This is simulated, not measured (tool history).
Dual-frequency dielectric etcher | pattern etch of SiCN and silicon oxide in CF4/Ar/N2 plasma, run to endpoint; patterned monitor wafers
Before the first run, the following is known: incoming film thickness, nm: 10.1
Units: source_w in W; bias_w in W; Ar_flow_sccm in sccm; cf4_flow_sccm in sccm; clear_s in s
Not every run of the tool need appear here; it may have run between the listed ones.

| run | day | source_w | bias_w | Ar_flow_sccm | cf4_flow_sccm | clear_s |
|---|---|---|---|---|---|---|
| 1 | 0 | 460 | 54 | 112 | 48 | 15.666 |
| 2 | 0.033 | 460 | 54 | 125 | 48 | 16.179 |
| 3 | 0.4 | 430 | 54 | 125 | 48 | 16.797 |
| 4 | 0.462 | 430 | 54 | 132 | 48 | 16.962 |
| 5 | 0.583 | 430 | 54 | 132 | 45 | 17.053 |
| 6 | 0.725 | 400 | 53 | 132 | 45 | 18.129 |
| 7 | 0.804 | 380 | 53 | 132 | 45 | 18.584 |
| 8 | 0.858 | 370 | 53 | 132 | 45 | 18.887 |

Run 9 is up next; what results do you expect?
| 9 | 1.117 | 360 | 53 | 132 | 45 | ? |

{"run 9": {"clear_s": 19.276}}

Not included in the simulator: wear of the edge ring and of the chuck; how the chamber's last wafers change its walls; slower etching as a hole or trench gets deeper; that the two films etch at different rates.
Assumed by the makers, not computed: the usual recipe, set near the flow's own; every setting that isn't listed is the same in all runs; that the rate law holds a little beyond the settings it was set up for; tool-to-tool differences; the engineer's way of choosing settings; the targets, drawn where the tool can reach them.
